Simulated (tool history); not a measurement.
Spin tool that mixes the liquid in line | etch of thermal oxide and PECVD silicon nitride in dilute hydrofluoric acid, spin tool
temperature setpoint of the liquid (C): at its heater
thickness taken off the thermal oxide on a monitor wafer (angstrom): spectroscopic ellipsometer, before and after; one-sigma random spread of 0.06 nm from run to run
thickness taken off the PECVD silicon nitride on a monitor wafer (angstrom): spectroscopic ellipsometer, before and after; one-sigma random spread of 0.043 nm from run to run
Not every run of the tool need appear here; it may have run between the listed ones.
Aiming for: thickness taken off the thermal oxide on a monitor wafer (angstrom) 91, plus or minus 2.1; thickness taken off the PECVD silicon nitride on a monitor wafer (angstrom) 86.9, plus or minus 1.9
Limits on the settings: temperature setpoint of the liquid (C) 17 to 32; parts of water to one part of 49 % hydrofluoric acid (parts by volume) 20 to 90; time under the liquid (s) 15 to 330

run,hour,temperature setpoint of the liquid (C),parts of water to one part of 49 % hydrofluoric acid (parts by volume),time under the liquid (s),thickness taken off the thermal oxide on a monitor wafer (angstrom),thickness taken off the PECVD silicon nitride on a monitor wafer (angstrom)
1,0,24,50,170,163.72,166.12
2,7.7,22.5,55,170,139.99,136.1
3,13.1,22,60,170,124.16,120.55
4,18.3,23.5,60,170,132.5,134.75
5,20.5,23.5,75,170,103.18,107.49
6,29.2,23.5,75,120,72.652,76.199
7,30.9,23,70,120,77.08,78.964
8,32.7,22.5,65,120,82.58,81.428
9,36.1,22.5,60,120,89.191,89.501
10,39.2,22,60,120,88.402,85.916
11,47.5,21.5,55,120,93.209,89.792

Which one of the following 5 next-run settings gets every result inside its allowed miss? There is exactly one.
A,55.8,18.5,60,155,?,?
B,55.8,24,60,115,?,?
C,55.8,20,50,120,?,?
D,55.8,20.5,65,145,?,?
E,55.8,19.5,55,135,?,?

move,thickness taken off the thermal oxide on a monitor wafer (angstrom),thickness taken off the PECVD silicon nitride on a monitor wafer (angstrom)
A,98.252,87.226
B,91.716,94.345
C,98.447,89.517
D,91.791,86.714
E,97.983,88.654
A: brings the last run's worst result on target, with another outside its allowed miss
B: lands further from the targets than the last run did
C: lands further from the targets than the last run did
D: each result inside its tolerance
E: brings the last run's worst result on target, with another outside its allowed miss
The move that meets every target is D.

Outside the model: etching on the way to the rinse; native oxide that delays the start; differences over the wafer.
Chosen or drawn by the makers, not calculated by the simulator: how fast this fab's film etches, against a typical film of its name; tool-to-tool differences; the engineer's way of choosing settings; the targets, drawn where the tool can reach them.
